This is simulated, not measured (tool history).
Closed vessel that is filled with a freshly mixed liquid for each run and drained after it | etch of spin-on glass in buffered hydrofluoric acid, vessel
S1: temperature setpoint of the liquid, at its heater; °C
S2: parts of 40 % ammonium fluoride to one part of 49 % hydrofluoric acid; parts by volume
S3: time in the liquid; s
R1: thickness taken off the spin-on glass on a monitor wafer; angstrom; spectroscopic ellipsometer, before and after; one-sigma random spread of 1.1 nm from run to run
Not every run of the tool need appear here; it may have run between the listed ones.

run,hour,S1,S2,S3,R1
1,0,21,19.5,35,706.97
2,5.6,21,19.5,35,716.46
3,9.2,18.5,19.5,35,618.3
4,17,21,19.5,35,713.12
5,22.5,21,19.5,35,713.75
6,27.8,22.5,19.5,35,780.38
7,37,24,19.5,35,836.31
8,42.5,25,19.5,35,877.94

Estimate the outcome of run 9 from the log above:
9,50.3,26,19.5,35,?

{"run 9": {"R1": 939.52}}

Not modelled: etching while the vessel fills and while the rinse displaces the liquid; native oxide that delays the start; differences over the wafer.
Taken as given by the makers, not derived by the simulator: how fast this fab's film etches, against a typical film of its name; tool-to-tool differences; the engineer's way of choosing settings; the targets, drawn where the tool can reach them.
